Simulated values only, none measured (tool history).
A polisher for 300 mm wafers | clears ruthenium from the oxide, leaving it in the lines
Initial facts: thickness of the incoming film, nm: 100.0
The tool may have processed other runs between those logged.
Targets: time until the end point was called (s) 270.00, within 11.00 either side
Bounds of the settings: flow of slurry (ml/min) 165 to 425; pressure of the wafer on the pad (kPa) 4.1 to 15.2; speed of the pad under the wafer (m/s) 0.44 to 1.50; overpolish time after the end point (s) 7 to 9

run  hour  flow of slurry (ml/min)  pressure of the wafer on the pad (kPa)  speed of the pad under the wafer (m/s)  overpolish time after the end point (s)  time until the end point was called (s)
  1   0.0                      275                                     9.7                                    0.96                                        9                                   132.54
  2   7.2                      275                                     9.7                                    0.96                                        7                                   131.72
  3  12.2                      305                                     9.7                                    0.96                                        7                                   130.28
  4  17.3                      305                                     9.0                                    0.94                                        7                                   147.08
  5  18.7                      305                                     9.0                                    0.78                                        7                                   172.74
  6  25.4                      305                                     8.3                                    0.78                                        7                                   185.25
  7  27.2                      305                                     7.6                                    0.78                                        7                                   195.67
  8  36.2                      305                                     6.9                                    0.78                                        7                                   218.01

Exercise: of the 4 proposed moves below, exactly one satisfies all targets within the stated allowed misses. Which move is it?
  A  45.2                      315                                     7.6                                    0.82                                        7                                        ?
  B  45.2                      330                                     4.1                                    0.96                                        7                                        ?
  C  45.2                      340                                     5.5                                    0.80                                        9                                        ?
  D  45.2                      395                                     5.5                                    0.80                                        7                                        ?

move  time until the end point was called (s)
   A                                   187.16
   B                                   268.88
   C                                   250.80
   D                                   246.26
A: misses by more than the last run did
B: in spec on every target
C: closes in on the targets versus the last run, not all within tolerance yet
D: closes in on the targets versus the last run, not all within tolerance yet
The move that meets every target is B.
